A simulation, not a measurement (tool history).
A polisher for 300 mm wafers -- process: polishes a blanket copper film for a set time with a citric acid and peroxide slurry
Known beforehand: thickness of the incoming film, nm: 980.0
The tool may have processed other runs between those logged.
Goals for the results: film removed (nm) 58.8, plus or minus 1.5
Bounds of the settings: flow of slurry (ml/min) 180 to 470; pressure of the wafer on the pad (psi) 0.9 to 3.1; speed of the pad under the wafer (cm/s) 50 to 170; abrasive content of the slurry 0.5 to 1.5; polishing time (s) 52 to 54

run  hour  flow of slurry (ml/min)  pressure of the wafer on the pad (psi)  speed of the pad under the wafer (cm/s)  abrasive content of the slurry  polishing time (s)  film removed (nm)
  1     0                      300                                       2                                      110                               1                  52             102.47
  2   4.5                      300                                       2                                      124                               1                  52             108.83
  3   5.4                      300                                     1.8                                      122                               1                  52             98.166
  4   9.8                      300                                     1.7                                      120                               1                  52             91.442
  5  10.7                      300                                     1.6                                      120                               1                  52             86.875
  6  18.4                      300                                     1.5                                      120                               1                  52             81.669
  7  27.2                      300                                     1.4                                      120                               1                  52             76.425
     32.2  -- slurry nozzle cleaned
  8  32.2                      300                                     1.3                                      120                               1                  52             72.357
  9  37.2                      300                                     1.2                                      120                               1                  52             67.506
 10  42.5                      295                                     1.1                                      120                               1                  52              62.31
 11  51.5                      290                                     1.1                                      120                               1                  52             61.368
 12  57.1                      265                                       1                                      120                               1                  52             55.792
 13  63.2                      315                                       1                                      120                               1                  52             56.387
 14  63.9                      315                                       1                                      120                               1                  52             56.773
 15  72.6                      315                                     1.1                                      120                               1                  52             62.959
 16  80.1                      305                                     1.1                                      120                               1                  52             61.975

Which one of the following 4 next-run settings gets every result inside its allowed miss? There is exactly one.
  A  87.6                      240                                     1.1                                      118                             1.1                  52                  ?
  B  87.6                      390                                     1.2                                      102                            0.75                  52                  ?
  C  87.6                      185                                     1.1                                      128                            1.05                  54                  ?
  D  87.6                      250                                     1.2                                      112                             1.1                  52                  ?

move  film removed (nm)
   A             61.881
   B             59.489
   C             64.966
   D             65.441
A: as far off as the last run
B: all results in spec
C: lands further from the targets than the last run did
D: lands further from the targets than the last run did
Correct choice: B, which meets every target
